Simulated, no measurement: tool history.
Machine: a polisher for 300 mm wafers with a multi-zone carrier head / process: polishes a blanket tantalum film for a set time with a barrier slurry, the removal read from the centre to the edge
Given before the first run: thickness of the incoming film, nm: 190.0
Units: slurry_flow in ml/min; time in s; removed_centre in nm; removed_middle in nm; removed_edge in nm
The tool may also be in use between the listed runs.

run	hour	slurry_flow	centre_zone	middle_zone	edge_zone	slurry_solids	time	removed_centre	removed_middle	removed_edge
1	0.0	135	1.00	1.00	1.00	1.00	46	56.502	56.892	56.836
2	3.3	135	1.00	0.95	1.00	1.00	46	56.987	54.737	54.348
3	6.4	140	1.00	0.97	1.01	1.00	46	55.991	55.223	54.656
4	15.3	135	1.00	0.99	1.01	1.05	46	57.556	57.199	56.957
5	20.7	135	1.00	0.99	1.01	0.90	46	53.282	53.472	51.915
6	25.3	155	1.00	0.99	1.01	0.90	46	55.266	54.076	54.220
7	26.9	155	1.00	1.01	1.01	0.95	46	56.175	57.080	55.396
8	27.7	155	1.00	1.02	1.03	1.00	46	57.371	59.413	55.771
9	34.1	160	0.90	0.92	1.13	1.25	52	65.154	66.222	73.191

Run 10 comes next. What will it give?
10	35.4	160	0.90	0.93	1.12	1.25	52	?	?	?

removed_centre: 64.200 nm
removed_middle: 67.644 nm
removed_edge: 71.970 nm
